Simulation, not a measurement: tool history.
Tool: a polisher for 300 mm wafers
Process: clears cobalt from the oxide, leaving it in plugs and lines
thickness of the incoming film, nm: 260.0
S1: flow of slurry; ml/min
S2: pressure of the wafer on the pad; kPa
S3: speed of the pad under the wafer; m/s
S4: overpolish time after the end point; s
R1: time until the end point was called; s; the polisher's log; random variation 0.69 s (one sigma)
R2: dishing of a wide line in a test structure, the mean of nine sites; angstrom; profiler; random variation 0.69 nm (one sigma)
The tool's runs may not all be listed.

run,hour,S1,S2,S3,S4,R1,R2
1,0.0,140,13.1,1.16,11,56.275,355.05
2,1.1,160,13.1,1.16,11,55.071,347.05
3,5.1,155,12.4,1.16,12,58.124,369.38
4,8.2,155,12.4,1.28,12,53.125,380.70
5,9.2,130,12.4,1.28,12,54.348,387.65
6,11.7,130,12.4,1.10,12,61.959,358.58

Run 7 comes next. What will it give?
7,16.9,110,10.3,1.10,15,?,?

R1: 75.713 s
R2: 367.13 angstrom
